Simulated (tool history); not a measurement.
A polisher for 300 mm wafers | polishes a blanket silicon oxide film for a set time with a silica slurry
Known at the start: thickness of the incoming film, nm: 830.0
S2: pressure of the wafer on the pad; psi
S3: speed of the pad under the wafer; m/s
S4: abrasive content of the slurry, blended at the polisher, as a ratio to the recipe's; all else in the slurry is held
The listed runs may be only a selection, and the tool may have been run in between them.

{"run": 1, "day": 0.0, "flow of slurry (ml/min)": 120, "S2": 3.8, "S3": 1.08, "S4": 1.0, "polishing time (s)": 28, "film removed (nm)": 94.037}
{"run": 2, "day": 0.267, "flow of slurry (ml/min)": 125, "S2": 3.9, "S3": 1.08, "S4": 1.0, "polishing time (s)": 28, "film removed (nm)": 95.705}
{"run": 3, "day": 0.529, "flow of slurry (ml/min)": 125, "S2": 3.9, "S3": 1.08, "S4": 0.9, "polishing time (s)": 28, "film removed (nm)": 91.202}
{"run": 4, "day": 0.638, "flow of slurry (ml/min)": 125, "S2": 3.3, "S3": 1.08, "S4": 0.9, "polishing time (s)": 28, "film removed (nm)": 77.485}
{"run": 5, "day": 0.9, "flow of slurry (ml/min)": 125, "S2": 3.3, "S3": 1.08, "S4": 0.9, "polishing time (s)": 28, "film removed (nm)": 76.887}
{"run": 6, "day": 1.054, "flow of slurry (ml/min)": 125, "S2": 3.5, "S3": 1.08, "S4": 0.9, "polishing time (s)": 28, "film removed (nm)": 81.912}

Expected results for the next run?
{"run": 7, "day": 1.096, "flow of slurry (ml/min)": 125, "S2": 3.7, "S3": 1.08, "S4": 0.9, "polishing time (s)": 28, "film removed (nm)": "?"}

{"run 7": {"film removed (nm)": 86.167}}

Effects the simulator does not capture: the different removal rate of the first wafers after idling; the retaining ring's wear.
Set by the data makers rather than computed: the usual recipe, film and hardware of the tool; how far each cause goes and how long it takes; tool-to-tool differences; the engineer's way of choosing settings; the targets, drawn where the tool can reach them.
